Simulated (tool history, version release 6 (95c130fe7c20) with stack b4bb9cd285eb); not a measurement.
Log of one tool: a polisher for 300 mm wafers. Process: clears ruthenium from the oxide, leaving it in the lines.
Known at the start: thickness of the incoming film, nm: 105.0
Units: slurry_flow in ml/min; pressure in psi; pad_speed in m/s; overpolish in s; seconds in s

| run | hour | slurry_flow | pressure | pad_speed | overpolish | seconds |
|---|---|---|---|---|---|---|
| 1 | 0 | 280 | 2.4 | 0.76 | 46 | 106.35 |
| 2 | 6.4 | 280 | 2.1 | 0.76 | 46 | 119.1 |
| 3 | 12.7 | 280 | 2.4 | 0.76 | 46 | 105.89 |
| 4 | 13.8 | 235 | 2.4 | 0.76 | 46 | 106.84 |
| 5 | 15.2 | 235 | 2.1 | 0.76 | 46 | 123.23 |
| 6 | 23.1 | 235 | 2.4 | 0.76 | 46 | 106.75 |
| 7 | 25.1 | 235 | 2.1 | 0.76 | 46 | 122.96 |
| 8 | 33.4 | 235 | 1.9 | 0.76 | 46 | 132.51 |
| 9 | 36.4 | 235 | 1.7 | 0.76 | 46 | 149.99 |
| 10 | 45.5 | 235 | 1.7 | 0.76 | 46 | 146.89 |

Run 11 comes next. What will it give?
| 11 | 47.9 | 235 | 1.6 | 0.76 | 46 | ? |

seconds: 157.51 s

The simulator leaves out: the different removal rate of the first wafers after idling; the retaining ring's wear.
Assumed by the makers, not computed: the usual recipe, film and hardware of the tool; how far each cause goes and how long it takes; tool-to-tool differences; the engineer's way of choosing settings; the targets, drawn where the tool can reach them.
